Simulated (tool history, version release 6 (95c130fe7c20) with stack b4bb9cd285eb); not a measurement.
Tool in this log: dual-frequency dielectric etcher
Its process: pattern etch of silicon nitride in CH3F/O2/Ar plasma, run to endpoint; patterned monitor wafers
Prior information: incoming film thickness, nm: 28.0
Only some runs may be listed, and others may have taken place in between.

run,hour,source power (W),bias power (W),endpoint time (s)
1,0.0,330,70,41.243
2,5.6,330,62,43.203
3,11.7,330,71,40.922
4,19.1,330,63,42.702
5,21.8,310,63,44.140
# hour 23.1: bias power generator calibrated
6,23.1,260,63,46.516
7,29.7,320,64,42.912
8,34.5,350,65,40.951

Run 9 comes next. What will it give?
9,38.1,370,65,?

{"run 9": {"endpoint time (s)": 40.154}}

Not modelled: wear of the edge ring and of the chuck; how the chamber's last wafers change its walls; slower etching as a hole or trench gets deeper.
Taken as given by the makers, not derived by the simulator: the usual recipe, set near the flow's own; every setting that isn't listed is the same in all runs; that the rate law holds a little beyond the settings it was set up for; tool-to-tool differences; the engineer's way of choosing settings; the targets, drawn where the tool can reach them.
